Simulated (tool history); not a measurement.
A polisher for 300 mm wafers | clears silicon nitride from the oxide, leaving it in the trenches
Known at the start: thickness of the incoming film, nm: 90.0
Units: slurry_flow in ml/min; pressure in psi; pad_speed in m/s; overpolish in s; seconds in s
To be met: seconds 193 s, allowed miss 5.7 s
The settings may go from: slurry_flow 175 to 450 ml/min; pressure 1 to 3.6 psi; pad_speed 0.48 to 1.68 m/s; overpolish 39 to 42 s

run	hour	slurry_flow	pressure	pad_speed	overpolish	seconds
1	0	290	2.3	1.08	39	87.407
2	4.1	290	2	1.08	39	96.226
3	10.4	290	1.8	1	39	112.84
4	13.2	290	1.3	1	39	137.34
5	21.1	290	1.3	1	39	137.35
6	28.8	290	1.9	1	39	106.16
7	35.7	285	1.7	0.94	39	123.74
8	43.7	285	1.6	0.9	39	131.85
9	46.7	275	1	0.72	39	212.13

Which of these 4 next moves meets every target?
A	49.7	325	1.2	0.5	39	?
B	49.7	265	1	0.68	42	?
C	49.7	315	1.5	0.58	41	?
D	49.7	280	1	0.68	39	?

move	seconds
A	247.48
B	220.36
C	193.72
D	219.19
A: further off than the last run
B: further off than the last run
C: meets every target
D: further off than the last run
The right move is C.
